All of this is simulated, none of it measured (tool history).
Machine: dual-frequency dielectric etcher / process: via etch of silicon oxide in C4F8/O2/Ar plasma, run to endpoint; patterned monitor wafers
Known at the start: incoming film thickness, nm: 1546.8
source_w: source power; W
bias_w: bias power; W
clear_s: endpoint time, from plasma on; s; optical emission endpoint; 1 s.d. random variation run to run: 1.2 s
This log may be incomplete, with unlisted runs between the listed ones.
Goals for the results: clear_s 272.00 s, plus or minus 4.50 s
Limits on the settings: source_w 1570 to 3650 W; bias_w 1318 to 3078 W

run 1 day=0.000 | source_w=2610 bias_w=2198 | clear_s=245.78
run 2 day=0.262 | source_w=2610 bias_w=1975 | clear_s=252.36
run 3 day=0.446 | source_w=2810 bias_w=1975 | clear_s=242.56
run 4 day=0.704 | source_w=2810 bias_w=2299 | clear_s=234.05
run 5 day=0.992 | source_w=2660 bias_w=2280 | clear_s=239.52
run 6 day=1.038 | source_w=2210 bias_w=2280 | clear_s=259.05
run 7 day=1.396 | source_w=1900 bias_w=2241 | clear_s=279.08
run 8 day=1.671 | source_w=1920 bias_w=2243 | clear_s=277.01
run 9 day=1.954 | source_w=1940 bias_w=2245 | clear_s=279.18

Of the 5 settings listed for the next run, only one would bring every result within its allowed miss of target. Which one?
run A day=2.238 | source_w=1930 bias_w=1955 | clear_s=?
run B day=2.238 | source_w=2010 bias_w=2545 | clear_s=?
run C day=2.238 | source_w=1670 bias_w=2574 | clear_s=?
run D day=2.238 | source_w=1900 bias_w=2155 | clear_s=?
run E day=2.238 | source_w=1840 bias_w=2583 | clear_s=?

move=A clear_s=288.35
move=B clear_s=262.15
move=C clear_s=284.32
move=D clear_s=282.44
move=E clear_s=271.65
A: its largest miss is bigger than the last run's
B: carries the result that was furthest off beyond its target, to the other side
C: its largest miss is bigger than the last run's
D: its largest miss is bigger than the last run's
E: in spec on every target
The right move is E.
